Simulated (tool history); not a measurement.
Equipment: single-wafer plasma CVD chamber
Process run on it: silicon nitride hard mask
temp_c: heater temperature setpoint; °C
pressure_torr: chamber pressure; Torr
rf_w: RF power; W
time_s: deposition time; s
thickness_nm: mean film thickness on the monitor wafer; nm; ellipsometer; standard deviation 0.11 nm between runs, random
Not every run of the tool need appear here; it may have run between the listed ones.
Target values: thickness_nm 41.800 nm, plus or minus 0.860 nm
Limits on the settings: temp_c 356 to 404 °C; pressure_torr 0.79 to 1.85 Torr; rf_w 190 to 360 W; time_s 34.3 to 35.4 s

run,hour,temp_c,pressure_torr,rf_w,time_s,thickness_nm
1,0.0,380,1.32,275,34.3,35.021
2,6.2,380,1.19,275,34.3,33.359
3,14.7,380,1.19,255,34.3,30.844
4,21.7,380,1.02,255,34.3,28.337
5,27.2,380,1.22,255,34.3,31.213
6,27.8,380,1.37,260,34.3,33.925
7,32.0,380,1.49,260,34.3,34.966
8,32.9,380,1.57,265,34.3,36.308

Of the 5 settings listed for the next run, only one would bring every result within its allowed miss of target. Which one?
A,33.8,387,1.55,280,35.4,?
B,33.8,388,1.59,275,35.4,?
C,33.8,387,1.77,285,35.2,?
D,33.8,384,1.58,275,35.4,?
E,33.8,379,1.19,325,35.4,?

move,thickness_nm
A,39.231
B,38.926
C,41.684
D,38.897
E,39.988
A: better than the last run, though not everything is in spec
B: better than the last run, though not everything is in spec
C: all results land within tolerance of their targets
D: better than the last run, though not everything is in spec
E: better than the last run, though not everything is in spec
So the answer is move C, the one that meets all the targets.
